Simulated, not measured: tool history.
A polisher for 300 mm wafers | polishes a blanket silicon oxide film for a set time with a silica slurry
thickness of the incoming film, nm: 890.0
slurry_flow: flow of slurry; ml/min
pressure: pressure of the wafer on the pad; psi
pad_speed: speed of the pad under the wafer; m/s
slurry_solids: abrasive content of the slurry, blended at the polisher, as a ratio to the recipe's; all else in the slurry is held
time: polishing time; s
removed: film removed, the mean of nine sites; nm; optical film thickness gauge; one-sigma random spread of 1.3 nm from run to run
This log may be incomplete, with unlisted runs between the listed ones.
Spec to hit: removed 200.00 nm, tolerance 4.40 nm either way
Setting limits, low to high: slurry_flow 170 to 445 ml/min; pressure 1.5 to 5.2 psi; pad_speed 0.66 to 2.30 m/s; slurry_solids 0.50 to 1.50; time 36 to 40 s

run    day  slurry_flow  pressure  pad_speed  slurry_solids  time  removed
  1  0.000          285       3.3       1.46           1.00    40   143.34
  2  0.342          245       3.3       1.46           1.00    40   141.06
  3  0.412          255       3.5       1.46           1.00    40   151.94
  4  0.467          260       3.7       1.46           1.00    40   158.52
  5  0.571          265       3.9       1.46           1.00    40   168.55
  6  0.679          265       3.9       1.46           1.00    36   149.23
  7  0.842          265       4.1       1.46           1.00    36   158.27
  8  1.196          265       4.3       1.46           1.00    36   165.91
  9  1.267          265       4.4       1.46           1.00    36   171.57
 10  1.400          295       5.0       1.46           1.00    36   194.32

Which one of the following 4 next-run settings gets every result inside its allowed miss? There is exactly one.
  A  1.533          255       5.0       1.26           1.00    39        ?
  B  1.533          320       4.7       1.54           1.00    36        ?
  C  1.533          330       5.1       1.40           0.95    38        ?
  D  1.533          275       5.1       1.40           1.05    39        ?

move  removed
   A   185.16
   B   190.17
   C   198.72
   D   209.90
A: further off than the last run
B: further off than the last run
C: every result within its allowed miss
D: the result that was furthest off in the last run now lies on the other side of its target
Move C is the one to make.
